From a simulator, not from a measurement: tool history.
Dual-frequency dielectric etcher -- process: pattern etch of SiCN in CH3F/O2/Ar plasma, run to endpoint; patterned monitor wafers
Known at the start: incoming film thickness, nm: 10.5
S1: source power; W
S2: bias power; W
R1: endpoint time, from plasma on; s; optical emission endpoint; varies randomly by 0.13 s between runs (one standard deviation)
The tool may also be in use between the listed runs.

run	hour	S1	S2	R1
1	0	400	65	27.845
2	1	400	73	26.844
3	4.7	350	73	28.587
4	7.9	330	73	28.995
5	14.7	260	73	32.171
6	19.9	240	73	33.227

Run 7 is up next; what results do you expect?
7	21.4	250	73	?

{"run 7": {"R1": 32.421}}
